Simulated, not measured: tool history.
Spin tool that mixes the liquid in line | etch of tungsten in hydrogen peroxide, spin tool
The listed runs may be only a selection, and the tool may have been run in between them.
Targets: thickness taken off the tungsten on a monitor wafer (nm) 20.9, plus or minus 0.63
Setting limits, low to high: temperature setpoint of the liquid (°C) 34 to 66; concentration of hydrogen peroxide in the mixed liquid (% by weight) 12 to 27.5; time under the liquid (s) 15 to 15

run,hour,temperature setpoint of the liquid (°C),concentration of hydrogen peroxide in the mixed liquid (% by weight),time under the liquid (s),thickness taken off the tungsten on a monitor wafer (nm)
1,0,50,18.5,15,15.689
2,7.3,50,18.5,15,15.74
3,13.7,50.5,18.5,15,16.526
4,17.2,50.5,18.5,15,15.843
5,23.6,51,18.5,15,16.476
6,24.4,51,18.5,15,16.668
7,31.8,51.5,18.5,15,17.222
8,35.6,51.5,18.5,15,17.315
9,38.6,52,18.5,15,17.855
10,42.6,52.5,18.5,15,18.378
11,43.4,53,18.5,15,18.763
12,51.5,54,18.5,15,19.96

Pick the move, out of 4, that brings all results within their allowed miss; only one does.
A,59.6,53.5,18,15,?
B,59.6,55.5,16.5,15,?
C,59.6,52.5,20.5,15,?
D,59.6,51.5,24,15,?

move,thickness taken off the tungsten on a monitor wafer (nm)
A,19.285
B,20.795
C,19.382
D,19.743
A: lands further from the targets than the last run did
B: hits every target within its allowed miss
C: lands further from the targets than the last run did
D: lands further from the targets than the last run did
The move that meets every target is B.

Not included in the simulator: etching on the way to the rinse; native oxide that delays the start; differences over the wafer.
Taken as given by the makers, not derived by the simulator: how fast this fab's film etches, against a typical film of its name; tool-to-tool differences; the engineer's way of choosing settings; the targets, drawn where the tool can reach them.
